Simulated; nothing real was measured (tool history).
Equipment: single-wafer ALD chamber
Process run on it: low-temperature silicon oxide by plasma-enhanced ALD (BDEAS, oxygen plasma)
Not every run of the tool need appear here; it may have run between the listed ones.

run    day  heater temperature setpoint (deg C)  number of ALD cycles (cycles)  mean film thickness on the monitor wafer (angstrom)
  1  0.000                                  100                             24                                               38.186
  2  0.142                                  111                             24                                               37.286
  3  0.462                                  112                             23                                               35.722
  4  0.579                                  112                             22                                               34.063
  5  0.788                                  105                             22                                               34.673
  6  1.112                                  101                             22                                               34.968
  7  1.371                                  102                             21                                               33.257

Predict the results of run 8:
  8  1.421                                  104                             19                                                    ?

mean film thickness on the monitor wafer (angstrom): 29.743
